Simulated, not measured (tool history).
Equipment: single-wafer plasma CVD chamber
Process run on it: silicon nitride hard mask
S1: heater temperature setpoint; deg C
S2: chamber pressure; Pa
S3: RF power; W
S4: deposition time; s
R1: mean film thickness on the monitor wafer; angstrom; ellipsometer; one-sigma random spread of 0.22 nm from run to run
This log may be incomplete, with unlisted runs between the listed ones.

run  hour   S1   S2   S3    S4      R1
  1     0  395  260  305  27.9  392.63
  2   7.7  395  237  305  27.9  383.02
  3   8.5  395  237  305  28.7  390.45
  4   9.5  395  248  305  28.7  398.55
  5  12.8  395  248  305  28.7   400.1
  6  14.6  395  208  305  28.7  375.41
  7  19.3  395  223  310  28.7  385.07
  8  23.8  395  233  310  28.7  393.91
  9  27.3  395  243  310  28.7  395.81
 10  35.2  395  252  315  28.7  406.67
 11  42.2  395  259  315  28.7  412.16

What will run 12 give?
 12  47.5  395  264  315  28.7   ?

R1: 411.57 angstrom

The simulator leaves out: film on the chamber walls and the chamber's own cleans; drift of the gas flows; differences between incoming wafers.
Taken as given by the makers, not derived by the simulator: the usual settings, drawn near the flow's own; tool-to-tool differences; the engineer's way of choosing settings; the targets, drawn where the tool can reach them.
